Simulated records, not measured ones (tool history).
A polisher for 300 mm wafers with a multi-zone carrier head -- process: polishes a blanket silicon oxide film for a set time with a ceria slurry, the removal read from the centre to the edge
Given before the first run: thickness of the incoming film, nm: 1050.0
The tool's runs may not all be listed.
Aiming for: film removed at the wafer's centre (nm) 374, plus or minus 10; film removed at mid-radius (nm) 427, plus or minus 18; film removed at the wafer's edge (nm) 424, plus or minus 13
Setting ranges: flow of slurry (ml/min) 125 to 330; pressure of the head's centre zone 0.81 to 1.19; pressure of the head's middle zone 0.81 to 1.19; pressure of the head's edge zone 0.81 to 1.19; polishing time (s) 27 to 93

run  hour  flow of slurry (ml/min)  pressure of the head's centre zone  pressure of the head's middle zone  pressure of the head's edge zone  polishing time (s)  film removed at the wafer's centre (nm)  film removed at mid-radius (nm)  film removed at the wafer's edge (nm)
  1     0                      210                                   1                                   1                                 1                  59                                   348.42                           355.77                                 358.72
  2   7.1                      165                                   1                                   1                                 1                  59                                   335.03                           336.19                                 344.19
  3  10.2                      125                                   1                                   1                                 1                  59                                   308.37                           316.87                                 329.87
  4  16.4                      125                                   1                                0.93                                 1                  59                                   311.85                           307.96                                 332.11
  5  22.2                      160                                0.98                                0.97                              1.02                  60                                   330.22                           339.66                                 350.38
  6  27.6                      160                                1.06                                0.97                              1.02                  60                                   352.45                           329.53                                 356.64
  7  34.1                      180                                1.03                                0.99                              1.05                  61                                   363.01                           359.07                                 375.12
  8  39.9                      190                                1.01                                   1                              1.08                  61                                   359.28                           361.94                                 375.96
  9  41.8                      200                                0.99                                1.01                               1.1                  62                                   361.07                           377.94                                 394.94
 10  44.6                      210                                0.98                                1.03                              1.11                  62                                   358.98                           374.12                                  390.1
 11  51.1                      220                                0.97                                1.05                              1.12                  63                                   368.24                           389.15                                 401.71
 12  52.7                      225                                0.96                                1.07                              1.13                  64                                    369.1                           398.14                                 415.08
 13  60.8                      230                                0.95                                1.09                              1.12                  64                                   364.89                           409.79                                 417.72

4 next moves are on the table. One of them brings every result within its allowed miss. Which?
  A  68.9                      260                                0.91                                1.07                              1.05                  67                                        ?                                ?                                      ?
  B  68.9                      260                                1.01                                0.98                              1.18                  62                                        ?                                ?                                      ?
  C  68.9                      235                                   1                                1.09                              1.07                  61                                        ?                                ?                                      ?
  D  68.9                      230                                0.92                                1.17                              1.11                  65                                        ?                                ?                                      ?

move  film removed at the wafer's centre (nm)  film removed at mid-radius (nm)  film removed at the wafer's edge (nm)
   A                                   371.63                           431.45                                 422.78
   B                                   381.87                           381.51                                 414.87
   C                                   367.03                           391.53                                 384.76
   D                                   358.56                           432.21                                  416.3
A: all results land within tolerance of their targets
B: lands further from the targets than the last run did
C: lands further from the targets than the last run did
D: puts the biggest miss on target and leaves a different result outside tolerance
Answer: A

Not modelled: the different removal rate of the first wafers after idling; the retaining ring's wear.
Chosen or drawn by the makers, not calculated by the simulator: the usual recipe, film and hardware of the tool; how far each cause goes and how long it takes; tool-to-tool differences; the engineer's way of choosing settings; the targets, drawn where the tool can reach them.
